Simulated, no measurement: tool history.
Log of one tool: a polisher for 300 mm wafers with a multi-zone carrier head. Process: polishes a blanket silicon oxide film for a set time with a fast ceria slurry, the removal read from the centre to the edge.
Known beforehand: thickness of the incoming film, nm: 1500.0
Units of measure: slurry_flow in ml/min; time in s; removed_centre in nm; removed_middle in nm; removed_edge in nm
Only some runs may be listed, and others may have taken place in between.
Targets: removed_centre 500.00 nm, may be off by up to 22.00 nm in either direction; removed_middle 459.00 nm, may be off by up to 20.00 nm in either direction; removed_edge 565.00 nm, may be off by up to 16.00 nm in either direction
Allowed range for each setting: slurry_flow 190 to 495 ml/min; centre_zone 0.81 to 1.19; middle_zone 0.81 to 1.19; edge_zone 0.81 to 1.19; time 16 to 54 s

Run 1, hour 0.0: slurry_flow 320 ml/min, centre_zone 1.00, middle_zone 1.00, edge_zone 1.00, time 35 s. Result: removed_centre 404.08 nm, removed_middle 397.16 nm, removed_edge 404.67 nm.
Run 2, hour 3.3: slurry_flow 320 ml/min, centre_zone 0.99, middle_zone 0.96, edge_zone 1.06, time 38 s. Result: removed_centre 437.50 nm, removed_middle 418.34 nm, removed_edge 451.04 nm.
Run 3, hour 11.7: slurry_flow 320 ml/min, centre_zone 1.05, middle_zone 0.96, edge_zone 1.06, time 38 s. Result: removed_centre 470.20 nm, removed_middle 412.59 nm, removed_edge 454.21 nm.
Run 4, hour 20.5: slurry_flow 320 ml/min, centre_zone 1.05, middle_zone 0.96, edge_zone 1.02, time 38 s. Result: removed_centre 466.46 nm, removed_middle 409.69 nm, removed_edge 441.28 nm.
Run 5, hour 21.6: slurry_flow 315 ml/min, centre_zone 1.02, middle_zone 0.93, edge_zone 1.08, time 40 s. Result: removed_centre 488.67 nm, removed_middle 425.71 nm, removed_edge 480.11 nm.
Run 6, hour 26.2: slurry_flow 320 ml/min, centre_zone 0.98, middle_zone 0.91, edge_zone 1.12, time 41 s. Result: removed_centre 468.54 nm, removed_middle 426.80 nm, removed_edge 499.87 nm.
Run 7, hour 33.2: slurry_flow 320 ml/min, centre_zone 0.97, middle_zone 0.90, edge_zone 1.14, time 42 s. Result: removed_centre 485.96 nm, removed_middle 443.18 nm, removed_edge 512.15 nm.
Run 8, hour 37.5: slurry_flow 320 ml/min, centre_zone 0.95, middle_zone 0.87, edge_zone 1.16, time 43 s. Result: removed_centre 475.57 nm, removed_middle 429.00 nm, removed_edge 524.62 nm.
Run 9, hour 45.9: slurry_flow 320 ml/min, centre_zone 0.95, middle_zone 0.87, edge_zone 1.17, time 44 s. Result: removed_centre 488.60 nm, removed_middle 449.12 nm, removed_edge 547.54 nm.

Exercise: of the 5 proposed moves below, exactly one satisfies all targets within the stated allowed misses. Which move is it?
Run A, hour 54.3: slurry_flow 350 ml/min, centre_zone 0.91, middle_zone 0.94, edge_zone 1.08, time 43 s. Result: removed_centre ?, removed_middle ?, removed_edge ?.
Run B, hour 54.3: slurry_flow 260 ml/min, centre_zone 0.98, middle_zone 0.90, edge_zone 1.10, time 45 s. Result: removed_centre ?, removed_middle ?, removed_edge ?.
Run C, hour 54.3: slurry_flow 350 ml/min, centre_zone 0.94, middle_zone 0.85, edge_zone 1.15, time 43 s. Result: removed_centre ?, removed_middle ?, removed_edge ?.
Run D, hour 54.3: slurry_flow 345 ml/min, centre_zone 1.00, middle_zone 0.94, edge_zone 1.16, time 41 s. Result: removed_centre ?, removed_middle ?, removed_edge ?.
Run E, hour 54.3: slurry_flow 290 ml/min, centre_zone 0.92, middle_zone 0.86, edge_zone 1.12, time 47 s. Result: removed_centre ?, removed_middle ?, removed_edge ?.

move  removed_centre  removed_middle  removed_edge
   A          462.65          467.65        514.93
   B          503.37          456.92        531.05
   C          477.73          430.11        532.30
   D          484.43          445.05        508.70
   E          500.40          465.83        565.65
A: misses by more than the last run did
B: misses by more than the last run did
C: misses by more than the last run did
D: misses by more than the last run did
E: each result inside its tolerance
E is the move that brings every result within its allowed miss.

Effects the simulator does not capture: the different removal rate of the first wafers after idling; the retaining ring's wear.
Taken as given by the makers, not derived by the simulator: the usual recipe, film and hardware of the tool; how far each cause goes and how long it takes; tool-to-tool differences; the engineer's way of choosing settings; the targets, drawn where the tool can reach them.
